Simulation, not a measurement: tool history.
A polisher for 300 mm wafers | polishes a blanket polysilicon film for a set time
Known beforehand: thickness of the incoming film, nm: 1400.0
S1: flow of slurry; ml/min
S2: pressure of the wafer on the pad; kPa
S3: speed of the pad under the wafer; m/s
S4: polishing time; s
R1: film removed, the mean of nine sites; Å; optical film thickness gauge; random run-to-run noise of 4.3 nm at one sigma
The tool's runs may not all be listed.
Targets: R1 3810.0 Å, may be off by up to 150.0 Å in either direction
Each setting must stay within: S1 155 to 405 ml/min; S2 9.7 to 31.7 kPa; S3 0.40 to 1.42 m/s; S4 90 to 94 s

Run 1, hour 0.0: S1 260 ml/min, S2 20.7 kPa, S3 0.90 m/s, S4 90 s. Result: R1 6050.9 Å.
Run 2, hour 0.8: S1 260 ml/min, S2 23.4 kPa, S3 0.90 m/s, S4 90 s. Result: R1 6800.7 Å.
Run 3, hour 4.3: S1 260 ml/min, S2 19.3 kPa, S3 0.88 m/s, S4 90 s. Result: R1 5559.1 Å.
Run 4, hour 11.1: S1 260 ml/min, S2 16.5 kPa, S3 0.88 m/s, S4 90 s. Result: R1 4720.3 Å.
Run 5, hour 19.8: S1 260 ml/min, S2 15.2 kPa, S3 0.88 m/s, S4 90 s. Result: R1 4323.8 Å.
Run 6, hour 23.8: S1 260 ml/min, S2 15.2 kPa, S3 0.88 m/s, S4 90 s. Result: R1 4367.6 Å.
Run 7, hour 31.8: S1 260 ml/min, S2 14.5 kPa, S3 0.88 m/s, S4 90 s. Result: R1 4108.7 Å.
Run 8, hour 35.2: S1 260 ml/min, S2 13.8 kPa, S3 0.88 m/s, S4 90 s. Result: R1 4012.5 Å.

Next run, 4 choices. One meets every target within its allowed miss, the rest don't. Which?
Run A, hour 38.6: S1 200 ml/min, S2 13.8 kPa, S3 0.98 m/s, S4 90 s. Result: R1 ?.
Run B, hour 38.6: S1 265 ml/min, S2 15.2 kPa, S3 0.90 m/s, S4 90 s. Result: R1 ?.
Run C, hour 38.6: S1 290 ml/min, S2 16.5 kPa, S3 0.74 m/s, S4 92 s. Result: R1 ?.
Run D, hour 38.6: S1 200 ml/min, S2 17.2 kPa, S3 0.70 m/s, S4 90 s. Result: R1 ?.

move      R1
   A  4321.8
   B  4524.2
   C  4201.1
   D  3866.8
A: further off than the last run
B: further off than the last run
C: further off than the last run
D: all results land within tolerance of their targets
D is the move that brings every result within its allowed miss.
